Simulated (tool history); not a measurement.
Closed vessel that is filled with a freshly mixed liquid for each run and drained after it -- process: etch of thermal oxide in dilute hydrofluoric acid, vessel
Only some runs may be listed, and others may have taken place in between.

| run | day | temperature setpoint of the liquid (K) | parts of water to one part of 49 % hydrofluoric acid (parts by volume) | time in the liquid (s) | thickness taken off the thermal oxide on a monitor wafer (nm) |
|---|---|---|---|---|---|
| 1 | 0 | 293.15 | 50 | 30 | 2.2749 |
| 2 | 0.167 | 293.15 | 50 | 30 | 2.25 |
| 3 | 0.35 | 295.65 | 50 | 30 | 2.4924 |
| 4 | 0.633 | 295.65 | 65 | 30 | 1.8715 |
| 5 | 0.758 | 297.15 | 55 | 30 | 2.4262 |
| 6 | 1.021 | 298.15 | 45 | 30 | 3.1465 |
| 7 | 1.196 | 301.15 | 25 | 30 | 6.4946 |
| 8 | 1.3 | 300.15 | 25 | 30 | 6.2958 |
| 9 | 1.588 | 299.15 | 25 | 30 | 6.0104 |
| 10 | 1.767 | 298.15 | 25 | 30 | 5.7699 |
| 11 | 2.1 | 297.65 | 25 | 30 | 5.6926 |

Run 12, settings as shown, results not yet in. Your forecast:
| 12 | 2.288 | 297.15 | 25 | 30 | ? |

{"run 12": {"thickness taken off the thermal oxide on a monitor wafer (nm)": 5.5796}}
